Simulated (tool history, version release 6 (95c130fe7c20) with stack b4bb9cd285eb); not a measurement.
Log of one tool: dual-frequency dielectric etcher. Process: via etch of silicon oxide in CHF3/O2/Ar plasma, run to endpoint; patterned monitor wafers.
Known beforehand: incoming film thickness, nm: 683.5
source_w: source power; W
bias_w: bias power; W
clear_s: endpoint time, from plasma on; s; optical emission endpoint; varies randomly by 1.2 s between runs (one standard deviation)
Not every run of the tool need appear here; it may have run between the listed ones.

Run 1, day 0: source_w 840 W, bias_w 213 W. Result: clear_s 299.14 s.
Run 2, day 0.238: source_w 830 W, bias_w 213 W. Result: clear_s 301.66 s.
Run 3, day 0.425: source_w 830 W, bias_w 200 W. Result: clear_s 305.4 s.
Run 4, day 0.525: source_w 820 W, bias_w 200 W. Result: clear_s 306.5 s.
Run 5, day 0.567: source_w 820 W, bias_w 222 W. Result: clear_s 299.6 s.
Run 6, day 0.625: source_w 810 W, bias_w 222 W. Result: clear_s 301.74 s.
At day 0.929: source power generator calibrated.
Run 7, day 0.929: source_w 800 W, bias_w 222 W. Result: clear_s 297.7 s.

What will run 8 give?
Run 8, day 1.142: source_w 780 W, bias_w 221 W. Result: clear_s ?.

Run 8 yielded clear_s 303.51 s.
